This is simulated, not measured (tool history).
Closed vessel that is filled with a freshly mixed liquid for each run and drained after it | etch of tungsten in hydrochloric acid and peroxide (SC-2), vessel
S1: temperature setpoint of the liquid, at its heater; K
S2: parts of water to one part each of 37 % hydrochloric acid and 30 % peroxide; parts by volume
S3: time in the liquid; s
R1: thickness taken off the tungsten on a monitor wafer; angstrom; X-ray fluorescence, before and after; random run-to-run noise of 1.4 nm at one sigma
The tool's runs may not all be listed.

run  hour      S1   S2   S3       R1
  1   0.0  325.15  5.5  240   637.57
  2   5.4  327.15  5.5  240   735.07
  3  14.0  327.15  6.5  240   636.85
  4  16.2  328.65  6.5  240   711.39
  5  23.7  328.65  5.5  240   800.16
  6  28.1  328.65  7.5  240   632.88
  7  36.8  330.15  7.5  240   701.52
  8  37.8  338.15  7.5  240  1138.20

What does the tool deliver on the next run?
  9  42.7  338.65  7.5  240   ?

R1: 1181.00 angstrom
